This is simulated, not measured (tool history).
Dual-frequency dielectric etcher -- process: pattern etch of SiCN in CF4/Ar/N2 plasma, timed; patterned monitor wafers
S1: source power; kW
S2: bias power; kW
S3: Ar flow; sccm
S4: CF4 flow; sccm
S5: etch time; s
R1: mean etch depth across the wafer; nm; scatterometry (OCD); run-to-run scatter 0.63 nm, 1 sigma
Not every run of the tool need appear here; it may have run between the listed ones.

| run | hour | S1 | S2 | S3 | S4 | S5 | R1 |
|---|---|---|---|---|---|---|---|
| 1 | 0.0 | 0.530 | 0.085 | 95 | 71 | 114.5 | 120.98 |
| 2 | 8.9 | 0.530 | 0.085 | 95 | 60 | 114.5 | 118.84 |
| 3 | 11.9 | 0.530 | 0.085 | 83 | 60 | 114.5 | 121.66 |
| 4 | 16.0 | 0.490 | 0.084 | 83 | 60 | 114.5 | 111.08 |
| 5 | 19.8 | 0.490 | 0.076 | 83 | 60 | 114.5 | 106.77 |
|  | 23.9 | CF4 flow controller replaced |
| 6 | 23.9 | 0.490 | 0.086 | 83 | 60 | 114.5 | 112.26 |
| 7 | 28.8 | 0.470 | 0.086 | 83 | 60 | 114.5 | 108.03 |
| 8 | 33.6 | 0.460 | 0.086 | 83 | 60 | 114.5 | 105.90 |

Run 9, settings as shown, results not yet in. Your forecast:
| 9 | 35.7 | 0.450 | 0.086 | 83 | 60 | 114.5 | ? |

Logged for run 9: R1 101.72 nm.

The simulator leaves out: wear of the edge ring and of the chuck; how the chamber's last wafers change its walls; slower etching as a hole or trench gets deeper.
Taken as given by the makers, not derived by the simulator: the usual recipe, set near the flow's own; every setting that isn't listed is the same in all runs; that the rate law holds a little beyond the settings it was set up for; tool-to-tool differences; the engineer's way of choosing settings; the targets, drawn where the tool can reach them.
